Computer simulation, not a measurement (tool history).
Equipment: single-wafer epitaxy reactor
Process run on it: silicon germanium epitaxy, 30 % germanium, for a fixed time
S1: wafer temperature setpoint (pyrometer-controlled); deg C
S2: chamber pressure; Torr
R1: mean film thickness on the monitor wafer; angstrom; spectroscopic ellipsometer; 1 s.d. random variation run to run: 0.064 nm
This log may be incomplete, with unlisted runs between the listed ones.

run 1 hour=0.0 | S1=575 S2=15.4 | R1=320.14
run 2 hour=5.1 | S1=572 S2=15.4 | R1=304.02
run 3 hour=8.4 | S1=569 S2=15.4 | R1=289.09
run 4 hour=12.6 | S1=569 S2=16.7 | R1=298.10
run 5 hour=17.1 | S1=569 S2=18.8 | R1=310.16
run 6 hour=24.8 | S1=564 S2=18.8 | R1=284.39
run 7 hour=28.6 | S1=562 S2=18.8 | R1=274.30

What does the tool deliver on the next run?
run 8 hour=35.5 | S1=562 S2=18.8 | R1=?

R1: 274.79 angstrom
